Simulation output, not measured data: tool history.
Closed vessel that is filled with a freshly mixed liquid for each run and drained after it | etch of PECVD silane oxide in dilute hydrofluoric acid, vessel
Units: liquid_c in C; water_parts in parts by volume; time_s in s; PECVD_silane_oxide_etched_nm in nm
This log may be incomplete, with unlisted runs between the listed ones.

Run 1, day 0: liquid_c 20 C, water_parts 120 parts by volume, time_s 95 s. Result: PECVD_silane_oxide_etched_nm 17.862 nm.
Run 2, day 0.242: liquid_c 20 C, water_parts 120 parts by volume, time_s 95 s. Result: PECVD_silane_oxide_etched_nm 17.941 nm.
Run 3, day 0.321: liquid_c 17.5 C, water_parts 120 parts by volume, time_s 95 s. Result: PECVD_silane_oxide_etched_nm 16.008 nm.
Run 4, day 0.517: liquid_c 19 C, water_parts 110 parts by volume, time_s 95 s. Result: PECVD_silane_oxide_etched_nm 18.851 nm.
Run 5, day 0.579: liquid_c 19 C, water_parts 110 parts by volume, time_s 100 s. Result: PECVD_silane_oxide_etched_nm 19.809 nm.
Run 6, day 0.621: liquid_c 20.5 C, water_parts 110 parts by volume, time_s 100 s. Result: PECVD_silane_oxide_etched_nm 21.088 nm.
Run 7, day 0.671: liquid_c 24.5 C, water_parts 60 parts by volume, time_s 100 s. Result: PECVD_silane_oxide_etched_nm 48.563 nm.

Predict the results of run 8:
Run 8, day 0.762: liquid_c 25.5 C, water_parts 60 parts by volume, time_s 100 s. Result: PECVD_silane_oxide_etched_nm ?.

{"run 8": {"PECVD_silane_oxide_etched_nm": 50.97}}
